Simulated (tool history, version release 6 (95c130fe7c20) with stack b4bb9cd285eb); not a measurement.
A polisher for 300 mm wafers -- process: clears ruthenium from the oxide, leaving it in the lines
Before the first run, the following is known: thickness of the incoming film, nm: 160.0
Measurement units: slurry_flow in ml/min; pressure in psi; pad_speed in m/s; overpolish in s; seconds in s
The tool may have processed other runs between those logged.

run  hour  slurry_flow  pressure  pad_speed  overpolish  seconds
  1   0.0          305       2.6       1.14           6   89.615
  2   1.1          305       2.8       1.14           6   82.329
  3   3.5          305       3.0       1.16           6   77.786
  4   4.4          305       3.3       1.18           6   69.054
  5   7.8          305       3.3       1.06           6   76.272
  6  11.3          305       3.5       1.08           6   69.991
  7  12.2          305       3.6       1.10           6   69.472
  8  14.2          305       3.7       1.12           6   66.955
  9  18.4          305       3.8       1.14           6   63.741

Predict the results of run 10:
 10  21.0          305       3.9       1.16           6        ?

seconds: 62.981 s
